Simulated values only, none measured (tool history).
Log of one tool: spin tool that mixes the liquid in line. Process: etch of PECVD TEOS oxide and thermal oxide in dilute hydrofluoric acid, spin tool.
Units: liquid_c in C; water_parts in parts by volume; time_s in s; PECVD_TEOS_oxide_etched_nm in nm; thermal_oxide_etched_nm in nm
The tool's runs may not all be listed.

| run | hour | liquid_c | water_parts | time_s | PECVD_TEOS_oxide_etched_nm | thermal_oxide_etched_nm |
|---|---|---|---|---|---|---|
| 1 | 0.0 | 22.0 | 175 | 155 | 12.832 | 3.6866 |
| 2 | 7.6 | 21.0 | 180 | 155 | 11.891 | 3.4772 |
| 3 | 12.5 | 20.5 | 185 | 155 | 11.339 | 3.2639 |
| 4 | 14.1 | 20.0 | 190 | 155 | 10.747 | 3.0751 |
| 5 | 19.8 | 19.5 | 190 | 155 | 10.648 | 3.0264 |
| 6 | 28.2 | 19.5 | 195 | 155 | 10.251 | 2.9817 |

The next listed run, before its measurement:
| 7 | 36.7 | 19.0 | 195 | 155 | ? | ? |

Run 7 gave PECVD_TEOS_oxide_etched_nm 10.141 nm, thermal_oxide_etched_nm 2.9235 nm.
